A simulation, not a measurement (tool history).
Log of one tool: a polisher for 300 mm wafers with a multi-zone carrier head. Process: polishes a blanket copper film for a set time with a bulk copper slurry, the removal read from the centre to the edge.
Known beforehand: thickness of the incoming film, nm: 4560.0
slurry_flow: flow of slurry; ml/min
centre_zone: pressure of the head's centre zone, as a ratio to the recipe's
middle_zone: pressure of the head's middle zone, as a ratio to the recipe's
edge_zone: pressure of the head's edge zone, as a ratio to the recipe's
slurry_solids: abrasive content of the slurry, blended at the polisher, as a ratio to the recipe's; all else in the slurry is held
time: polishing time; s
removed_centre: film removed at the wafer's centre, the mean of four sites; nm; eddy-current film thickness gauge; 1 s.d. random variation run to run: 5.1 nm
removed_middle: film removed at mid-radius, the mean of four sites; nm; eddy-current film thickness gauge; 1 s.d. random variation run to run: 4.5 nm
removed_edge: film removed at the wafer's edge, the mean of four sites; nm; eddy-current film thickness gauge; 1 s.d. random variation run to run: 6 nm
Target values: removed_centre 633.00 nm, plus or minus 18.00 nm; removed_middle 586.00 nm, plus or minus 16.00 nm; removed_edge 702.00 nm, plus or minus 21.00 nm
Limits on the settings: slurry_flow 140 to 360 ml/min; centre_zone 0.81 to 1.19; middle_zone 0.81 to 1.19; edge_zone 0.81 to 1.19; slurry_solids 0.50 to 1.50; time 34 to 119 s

Run 1, hour 0.0: slurry_flow 230 ml/min, centre_zone 1.00, middle_zone 1.00, edge_zone 1.00, slurry_solids 1.00, time 76 s. Result: removed_centre 842.02 nm, removed_middle 840.96 nm, removed_edge 835.09 nm.
Run 2, hour 1.4: slurry_flow 220 ml/min, centre_zone 0.98, middle_zone 0.96, edge_zone 1.00, slurry_solids 0.90, time 75 s. Result: removed_centre 792.61 nm, removed_middle 778.58 nm, removed_edge 818.51 nm.
Run 3, hour 7.1: slurry_flow 220 ml/min, centre_zone 0.95, middle_zone 0.96, edge_zone 1.00, slurry_solids 0.90, time 75 s. Result: removed_centre 765.39 nm, removed_middle 788.74 nm, removed_edge 808.60 nm.
Run 4, hour 12.0: slurry_flow 220 ml/min, centre_zone 1.02, middle_zone 0.96, edge_zone 1.00, slurry_solids 0.90, time 75 s. Result: removed_centre 811.01 nm, removed_middle 788.72 nm, removed_edge 808.72 nm.
Run 5, hour 18.3: slurry_flow 215 ml/min, centre_zone 1.01, middle_zone 0.93, edge_zone 1.01, slurry_solids 0.80, time 73 s. Result: removed_centre 778.07 nm, removed_middle 725.61 nm, removed_edge 770.35 nm.
Run 6, hour 22.8: slurry_flow 205 ml/min, centre_zone 0.99, middle_zone 0.90, edge_zone 1.01, slurry_solids 0.75, time 73 s. Result: removed_centre 739.28 nm, removed_middle 684.92 nm, removed_edge 762.34 nm.
Run 7, hour 28.6: slurry_flow 165 ml/min, centre_zone 0.91, middle_zone 0.81, edge_zone 0.91, slurry_solids 0.60, time 72 s. Result: removed_centre 644.79 nm, removed_middle 587.51 nm, removed_edge 678.53 nm.
Run 8, hour 35.7: slurry_flow 165 ml/min, centre_zone 0.91, middle_zone 0.81, edge_zone 0.92, slurry_solids 0.60, time 72 s. Result: removed_centre 646.85 nm, removed_middle 591.37 nm, removed_edge 670.93 nm.

Below are 5 possible settings for the next run. Only one of them brings all results inside the allowed miss of their targets. Which is it?
Run A, hour 42.8: slurry_flow 170 ml/min, centre_zone 1.00, middle_zone 0.84, edge_zone 0.84, slurry_solids 0.50, time 74 s. Result: removed_centre ?, removed_middle ?, removed_edge ?.
Run B, hour 42.8: slurry_flow 225 ml/min, centre_zone 0.89, middle_zone 0.81, edge_zone 1.02, slurry_solids 0.85, time 65 s. Result: removed_centre ?, removed_middle ?, removed_edge ?.
Run C, hour 42.8: slurry_flow 225 ml/min, centre_zone 0.95, middle_zone 0.81, edge_zone 0.98, slurry_solids 0.50, time 72 s. Result: removed_centre ?, removed_middle ?, removed_edge ?.
Run D, hour 42.8: slurry_flow 210 ml/min, centre_zone 0.93, middle_zone 0.81, edge_zone 0.86, slurry_solids 0.75, time 66 s. Result: removed_centre ?, removed_middle ?, removed_edge ?.
Run E, hour 42.8: slurry_flow 195 ml/min, centre_zone 0.92, middle_zone 0.87, edge_zone 0.90, slurry_solids 0.60, time 68 s. Result: removed_centre ?, removed_middle ?, removed_edge ?.

move  removed_centre  removed_middle  removed_edge
   A          688.32          616.31        643.15
   B          629.18          597.23        697.04
   C          664.41          599.66        686.61
   D          640.21          588.03        634.67
   E          622.56          610.55        636.37
A: lands further from the targets than the last run did
B: all results in spec
C: brings the result that was furthest off to its target, and leaves another outside
D: lands further from the targets than the last run did
E: lands further from the targets than the last run did
The right move is B.

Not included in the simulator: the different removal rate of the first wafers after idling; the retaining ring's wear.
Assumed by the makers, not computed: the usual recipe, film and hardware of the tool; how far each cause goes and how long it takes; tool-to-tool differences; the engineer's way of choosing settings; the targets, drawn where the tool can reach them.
